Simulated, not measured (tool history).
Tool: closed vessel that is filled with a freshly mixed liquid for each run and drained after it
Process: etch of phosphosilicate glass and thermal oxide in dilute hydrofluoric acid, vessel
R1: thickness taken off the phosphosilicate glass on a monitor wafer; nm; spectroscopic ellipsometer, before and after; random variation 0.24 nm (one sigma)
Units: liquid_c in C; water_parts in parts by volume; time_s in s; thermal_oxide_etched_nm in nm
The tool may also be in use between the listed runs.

run 1 hour=0 | liquid_c=23 water_parts=65 time_s=60 | R1=78.881 thermal_oxide_etched_nm=4.5935
run 2 hour=0.8 | liquid_c=22.5 water_parts=70 time_s=60 | R1=69.533 thermal_oxide_etched_nm=4.1759
run 3 hour=5.8 | liquid_c=22.5 water_parts=75 time_s=60 | R1=66.212 thermal_oxide_etched_nm=3.8328
run 4 hour=8.5 | liquid_c=19 water_parts=75 time_s=60 | R1=57.334 thermal_oxide_etched_nm=3.4132
run 5 hour=13.2 | liquid_c=19 water_parts=90 time_s=60 | R1=45.826 thermal_oxide_etched_nm=2.7592
run 6 hour=15.5 | liquid_c=19 water_parts=90 time_s=80 | R1=62.681 thermal_oxide_etched_nm=3.6985
run 7 hour=16.7 | liquid_c=19 water_parts=95 time_s=75 | R1=54.482 thermal_oxide_etched_nm=3.2234
run 8 hour=24.4 | liquid_c=19 water_parts=95 time_s=70 | R1=50.554 thermal_oxide_etched_nm=2.9798
run 9 hour=27.8 | liquid_c=18 water_parts=105 time_s=55 | R1=34.515 thermal_oxide_etched_nm=2.0354

The next listed run, before its measurement:
run 10 hour=32.9 | liquid_c=17.5 water_parts=110 time_s=50 | R1=? thermal_oxide_etched_nm=?

Run 10 gave R1 29.373 nm, thermal_oxide_etched_nm 1.7275 nm.

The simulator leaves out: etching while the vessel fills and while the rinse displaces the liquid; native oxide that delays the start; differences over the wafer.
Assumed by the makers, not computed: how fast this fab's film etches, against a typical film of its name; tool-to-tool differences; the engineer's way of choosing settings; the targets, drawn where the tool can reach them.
